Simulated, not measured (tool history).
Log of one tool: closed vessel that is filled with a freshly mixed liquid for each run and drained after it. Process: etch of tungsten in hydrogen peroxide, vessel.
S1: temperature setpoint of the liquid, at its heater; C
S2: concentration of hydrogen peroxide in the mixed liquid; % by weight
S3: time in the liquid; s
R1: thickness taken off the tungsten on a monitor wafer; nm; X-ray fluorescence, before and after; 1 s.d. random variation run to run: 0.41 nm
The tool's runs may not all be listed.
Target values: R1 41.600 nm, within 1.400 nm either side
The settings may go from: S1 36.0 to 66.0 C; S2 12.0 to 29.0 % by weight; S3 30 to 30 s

Run 1, hour 0.0: S1 52.0 C, S2 19.5 % by weight, S3 30 s. Result: R1 50.565 nm.
Run 2, hour 4.8: S1 58.5 C, S2 19.5 % by weight, S3 30 s. Result: R1 74.337 nm.
Run 3, hour 10.1: S1 56.5 C, S2 19.5 % by weight, S3 30 s. Result: R1 65.758 nm.
Run 4, hour 15.0: S1 55.0 C, S2 19.5 % by weight, S3 30 s. Result: R1 60.817 nm.
Run 5, hour 19.5: S1 55.0 C, S2 16.0 % by weight, S3 30 s. Result: R1 54.545 nm.
Run 6, hour 20.2: S1 52.5 C, S2 16.0 % by weight, S3 30 s. Result: R1 47.160 nm.
Run 7, hour 23.2: S1 52.0 C, S2 16.0 % by weight, S3 30 s. Result: R1 45.564 nm.
Run 8, hour 29.7: S1 51.5 C, S2 16.0 % by weight, S3 30 s. Result: R1 44.519 nm.

Consider the 5 candidate settings below. Which is the only one whose results all fall within their allowed miss of target?
Run A, hour 36.2: S1 53.0 C, S2 14.5 % by weight, S3 30 s. Result: R1 ?.
Run B, hour 36.2: S1 55.0 C, S2 12.0 % by weight, S3 30 s. Result: R1 ?.
Run C, hour 36.2: S1 52.5 C, S2 17.0 % by weight, S3 30 s. Result: R1 ?.
Run D, hour 36.2: S1 52.5 C, S2 12.5 % by weight, S3 30 s. Result: R1 ?.
Run E, hour 36.2: S1 54.0 C, S2 14.5 % by weight, S3 30 s. Result: R1 ?.

move      R1
   A  46.183
   B  47.336
   C  48.526
   D  41.611
   E  49.030
A: the biggest miss grows against the last run
B: the biggest miss grows against the last run
C: the biggest miss grows against the last run
D: every result within its allowed miss
E: the biggest miss grows against the last run
D is the move that brings every result within its allowed miss.
